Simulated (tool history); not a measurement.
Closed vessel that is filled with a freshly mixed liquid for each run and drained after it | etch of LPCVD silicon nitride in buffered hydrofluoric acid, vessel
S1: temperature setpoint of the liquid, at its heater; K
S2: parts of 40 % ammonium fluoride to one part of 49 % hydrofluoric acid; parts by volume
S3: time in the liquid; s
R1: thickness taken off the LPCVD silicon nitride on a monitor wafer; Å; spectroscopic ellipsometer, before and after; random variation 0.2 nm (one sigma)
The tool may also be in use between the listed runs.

{"run": 1, "hour": 0.0, "S1": 296.15, "S2": 9.5, "S3": 3050, "R1": 433.92}
{"run": 2, "hour": 5.2, "S1": 296.15, "S2": 10.5, "S3": 3050, "R1": 402.94}
{"run": 3, "hour": 7.7, "S1": 296.15, "S2": 10.5, "S3": 3255, "R1": 428.63}
{"run": 4, "hour": 11.7, "S1": 296.15, "S2": 12.5, "S3": 3255, "R1": 358.81}
{"run": 5, "hour": 18.4, "S1": 294.65, "S2": 12.5, "S3": 3255, "R1": 339.46}
{"run": 6, "hour": 25.4, "S1": 294.65, "S2": 13.5, "S3": 3255, "R1": 311.58}
{"run": 7, "hour": 34.2, "S1": 293.15, "S2": 14, "S3": 3250, "R1": 280.53}

The next listed run, before its measurement:
{"run": 8, "hour": 39.7, "S1": 292.15, "S2": 14.5, "S3": 3250, "R1": "?"}

R1: 255.14 Å
